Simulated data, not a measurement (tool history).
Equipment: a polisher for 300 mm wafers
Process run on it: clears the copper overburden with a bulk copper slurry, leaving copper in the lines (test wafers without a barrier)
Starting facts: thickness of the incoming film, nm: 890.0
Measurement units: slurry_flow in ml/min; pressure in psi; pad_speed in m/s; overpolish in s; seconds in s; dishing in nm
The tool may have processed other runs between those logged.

| run | hour | slurry_flow | pressure | pad_speed | slurry_solids | overpolish | seconds | dishing |
|---|---|---|---|---|---|---|---|---|
| 1 | 0 | 290 | 1.9 | 1.2 | 1 | 22 | 121.32 | 54.371 |
| 2 | 4.2 | 290 | 1.9 | 1.2 | 1 | 15 | 122.19 | 46.743 |
| 3 | 5.3 | 290 | 1.9 | 1.2 | 1.15 | 15 | 113.51 | 47.882 |
| 4 | 8.3 | 290 | 2 | 1.2 | 1.15 | 16 | 113.83 | 50.331 |
| 5 | 16.5 | 355 | 2 | 1.2 | 1.15 | 16 | 109.42 | 51.023 |
| 6 | 24.2 | 355 | 2 | 1.2 | 1.15 | 12 | 108.45 | 43.903 |
| 7 | 27.5 | 355 | 2 | 1.2 | 1.15 | 12 | 109.47 | 44.902 |
| 8 | 28.3 | 355 | 2.1 | 1.2 | 1.15 | 13 | 106.42 | 47.097 |
| 9 | 30.6 | 355 | 2.2 | 1.2 | 1.15 | 14 | 100.69 | 50.564 |
| 10 | 31.9 | 355 | 2.3 | 1.2 | 1.15 | 14 | 97.906 | 51.904 |
| 11 | 40.7 | 355 | 2.3 | 1.2 | 1.15 | 14 | 94.194 | 51.563 |

The next listed run, before its measurement:
| 12 | 46.1 | 355 | 2.5 | 1.16 | 1.15 | 21 | ? | ? |

{"run 12": {"seconds": 88.244, "dishing": 61.029}}
